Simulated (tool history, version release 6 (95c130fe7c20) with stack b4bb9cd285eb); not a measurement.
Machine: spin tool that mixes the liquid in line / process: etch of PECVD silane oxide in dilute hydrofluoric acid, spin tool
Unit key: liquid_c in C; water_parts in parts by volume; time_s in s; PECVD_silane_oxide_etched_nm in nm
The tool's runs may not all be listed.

run,hour,liquid_c,water_parts,time_s,PECVD_silane_oxide_etched_nm
1,0.0,25.0,165,115,11.1820
2,1.6,23.5,165,115,10.5220
3,7.7,22.5,165,115,10.1060
4,10.5,22.5,165,115,10.2540
5,13.8,21.5,165,115,10.0650
6,18.8,20.5,170,115,9.2179
7,21.2,20.0,170,115,8.9681

The next listed run, before its measurement:
8,25.1,19.5,170,115,?

Run 8 yielded PECVD_silane_oxide_etched_nm 8.8436 nm.
